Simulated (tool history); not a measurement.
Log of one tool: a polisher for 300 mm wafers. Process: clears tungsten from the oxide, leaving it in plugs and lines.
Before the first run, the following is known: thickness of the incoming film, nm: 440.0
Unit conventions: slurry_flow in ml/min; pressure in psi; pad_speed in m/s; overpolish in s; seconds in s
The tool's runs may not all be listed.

{"run": 1, "hour": 0.0, "slurry_flow": 265, "pressure": 2.6, "pad_speed": 1.14, "slurry_solids": 1, "overpolish": 52, "seconds": 114.49}
{"run": 2, "hour": 2.7, "slurry_flow": 265, "pressure": 2.3, "pad_speed": 1.12, "slurry_solids": 1, "overpolish": 52, "seconds": 132.05}
{"run": 3, "hour": 7.4, "slurry_flow": 265, "pressure": 2.3, "pad_speed": 1.12, "slurry_solids": 1.1, "overpolish": 52, "seconds": 126.63}
{"run": 4, "hour": 15.8, "slurry_flow": 265, "pressure": 2, "pad_speed": 1.1, "slurry_solids": 1.1, "overpolish": 52, "seconds": 145.66}
{"run": 5, "hour": 16.3, "slurry_flow": 265, "pressure": 2, "pad_speed": 1.1, "slurry_solids": 1.1, "overpolish": 55, "seconds": 144.83}
{"run": 6, "hour": 24.9, "slurry_flow": 265, "pressure": 2, "pad_speed": 1.28, "slurry_solids": 1.1, "overpolish": 55, "seconds": 126.29}
{"run": 7, "hour": 27.7, "slurry_flow": 265, "pressure": 2, "pad_speed": 1.28, "slurry_solids": 1.1, "overpolish": 55, "seconds": 128.39}
{"run": 8, "hour": 33.2, "slurry_flow": 265, "pressure": 1.8, "pad_speed": 1.24, "slurry_solids": 1.1, "overpolish": 55, "seconds": 147.31}
{"run": 9, "hour": 38.4, "slurry_flow": 265, "pressure": 1.7, "pad_speed": 1.24, "slurry_solids": 1.1, "overpolish": 55, "seconds": 151.63}
{"run": 10, "hour": 44.9, "slurry_flow": 265, "pressure": 1.6, "pad_speed": 1.24, "slurry_solids": 1.1, "overpolish": 55, "seconds": 166.44}

Expected results for the next run?
{"run": 11, "hour": 52.1, "slurry_flow": 265, "pressure": 1.5, "pad_speed": 1.24, "slurry_solids": 1.1, "overpolish": 55, "seconds": "?"}

seconds: 172.39 s

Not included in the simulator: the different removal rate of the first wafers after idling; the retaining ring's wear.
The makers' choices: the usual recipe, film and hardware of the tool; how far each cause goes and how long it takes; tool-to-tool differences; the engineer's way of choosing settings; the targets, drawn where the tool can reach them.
